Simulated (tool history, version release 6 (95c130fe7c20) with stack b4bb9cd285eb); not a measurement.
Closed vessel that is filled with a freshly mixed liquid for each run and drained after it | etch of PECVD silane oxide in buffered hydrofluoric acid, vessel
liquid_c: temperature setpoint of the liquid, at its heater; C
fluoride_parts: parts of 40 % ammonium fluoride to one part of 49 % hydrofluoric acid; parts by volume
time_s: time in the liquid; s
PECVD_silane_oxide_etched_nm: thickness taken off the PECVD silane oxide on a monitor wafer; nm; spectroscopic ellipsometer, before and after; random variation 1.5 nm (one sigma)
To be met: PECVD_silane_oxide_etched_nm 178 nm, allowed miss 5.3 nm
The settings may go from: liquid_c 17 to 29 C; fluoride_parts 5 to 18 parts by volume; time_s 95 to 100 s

run 1 hour=0 | liquid_c=21 fluoride_parts=11 time_s=95 | PECVD_silane_oxide_etched_nm=118.07
run 2 hour=0.8 | liquid_c=21 fluoride_parts=11 time_s=100 | PECVD_silane_oxide_etched_nm=124.82
run 3 hour=5.1 | liquid_c=21.5 fluoride_parts=11 time_s=100 | PECVD_silane_oxide_etched_nm=126.5
run 4 hour=12.7 | liquid_c=18.5 fluoride_parts=11 time_s=100 | PECVD_silane_oxide_etched_nm=108.17
run 5 hour=18.2 | liquid_c=19.5 fluoride_parts=11 time_s=100 | PECVD_silane_oxide_etched_nm=112.97
run 6 hour=23 | liquid_c=17 fluoride_parts=11 time_s=100 | PECVD_silane_oxide_etched_nm=97.971
run 7 hour=31.5 | liquid_c=18 fluoride_parts=11 time_s=100 | PECVD_silane_oxide_etched_nm=104.37
run 8 hour=34.4 | liquid_c=19 fluoride_parts=11 time_s=100 | PECVD_silane_oxide_etched_nm=110.55
run 9 hour=37.9 | liquid_c=20 fluoride_parts=11 time_s=100 | PECVD_silane_oxide_etched_nm=117.13

Which of these 5 next moves meets every target?
run A hour=41.4 | liquid_c=17 fluoride_parts=12.5 time_s=95 | PECVD_silane_oxide_etched_nm=?
run B hour=41.4 | liquid_c=23 fluoride_parts=7 time_s=100 | PECVD_silane_oxide_etched_nm=?
run C hour=41.4 | liquid_c=21 fluoride_parts=10 time_s=100 | PECVD_silane_oxide_etched_nm=?
run D hour=41.4 | liquid_c=22.5 fluoride_parts=7.5 time_s=100 | PECVD_silane_oxide_etched_nm=?
run E hour=41.4 | liquid_c=21 fluoride_parts=7.5 time_s=100 | PECVD_silane_oxide_etched_nm=?

move=A PECVD_silane_oxide_etched_nm=82.651
move=B PECVD_silane_oxide_etched_nm=212.33
move=C PECVD_silane_oxide_etched_nm=135.55
move=D PECVD_silane_oxide_etched_nm=191.76
move=E PECVD_silane_oxide_etched_nm=176.5
A: further off than the last run
B: takes the result that was furthest off past its target
C: nearer than the last run, and not there yet
D: takes the result that was furthest off past its target
E: meets every target
Move E is the one to make.

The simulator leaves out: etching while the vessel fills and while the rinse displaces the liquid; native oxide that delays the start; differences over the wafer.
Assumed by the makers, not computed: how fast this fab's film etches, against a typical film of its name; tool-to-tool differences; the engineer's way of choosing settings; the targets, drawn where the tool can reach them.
